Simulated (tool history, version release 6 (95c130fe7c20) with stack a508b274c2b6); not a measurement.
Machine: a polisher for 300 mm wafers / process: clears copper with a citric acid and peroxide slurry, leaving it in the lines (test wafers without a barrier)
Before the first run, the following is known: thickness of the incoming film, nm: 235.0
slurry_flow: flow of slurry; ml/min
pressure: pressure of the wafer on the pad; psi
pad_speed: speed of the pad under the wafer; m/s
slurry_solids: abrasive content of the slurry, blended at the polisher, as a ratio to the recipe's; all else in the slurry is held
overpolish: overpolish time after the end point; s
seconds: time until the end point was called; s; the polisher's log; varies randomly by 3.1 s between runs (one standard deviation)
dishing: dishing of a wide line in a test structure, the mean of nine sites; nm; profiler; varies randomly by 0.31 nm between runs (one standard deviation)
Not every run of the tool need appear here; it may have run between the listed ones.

run	day	slurry_flow	pressure	pad_speed	slurry_solids	overpolish	seconds	dishing
1	0.000	205	2.3	0.90	1.0	24	138.69	28.828
2	0.046	205	2.1	0.90	1.0	23	150.60	25.880
3	0.188	205	2.1	1.08	1.0	23	130.44	29.447
4	0.492	205	2.0	1.06	1.0	22	138.19	27.918
5	0.688	205	1.9	1.04	1.0	21	148.58	24.180
6	0.938	205	1.9	0.84	1.0	21	177.70	20.482
7	1.154	205	1.8	0.84	1.0	21	191.87	19.946

For run 8, what comes out?
8	1.354	205	1.8	0.84	1.0	20	?	?

seconds: 190.15 s
dishing: 19.011 nm

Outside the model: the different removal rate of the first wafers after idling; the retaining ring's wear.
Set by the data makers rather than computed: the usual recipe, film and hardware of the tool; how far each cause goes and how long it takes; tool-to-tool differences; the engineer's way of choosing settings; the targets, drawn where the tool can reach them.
